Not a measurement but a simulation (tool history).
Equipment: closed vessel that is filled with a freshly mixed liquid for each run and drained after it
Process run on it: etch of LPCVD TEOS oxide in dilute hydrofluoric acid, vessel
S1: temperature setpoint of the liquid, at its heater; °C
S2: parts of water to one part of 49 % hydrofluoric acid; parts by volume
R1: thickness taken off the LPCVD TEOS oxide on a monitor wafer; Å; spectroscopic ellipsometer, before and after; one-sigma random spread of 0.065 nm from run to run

{"run": 1, "day": 0.0, "S1": 21, "S2": 130, "time in the liquid (s)": 130, "R1": 146.01}
{"run": 2, "day": 0.179, "S1": 21, "S2": 105, "time in the liquid (s)": 130, "R1": 185.82}
{"run": 3, "day": 0.471, "S1": 21, "S2": 65, "time in the liquid (s)": 130, "R1": 314.31}
{"run": 4, "day": 0.783, "S1": 21, "S2": 65, "time in the liquid (s)": 140, "R1": 340.14}
{"run": 5, "day": 1.154, "S1": 18, "S2": 65, "time in the liquid (s)": 140, "R1": 294.65}
{"run": 6, "day": 1.467, "S1": 18, "S2": 65, "time in the liquid (s)": 130, "R1": 276.05}
{"run": 7, "day": 1.725, "S1": 17, "S2": 115, "time in the liquid (s)": 130, "R1": 142.41}

The next listed run, before its measurement:
{"run": 8, "day": 1.767, "S1": 17, "S2": 125, "time in the liquid (s)": 130, "R1": "?"}

Run 8 yielded R1 129.59 Å.

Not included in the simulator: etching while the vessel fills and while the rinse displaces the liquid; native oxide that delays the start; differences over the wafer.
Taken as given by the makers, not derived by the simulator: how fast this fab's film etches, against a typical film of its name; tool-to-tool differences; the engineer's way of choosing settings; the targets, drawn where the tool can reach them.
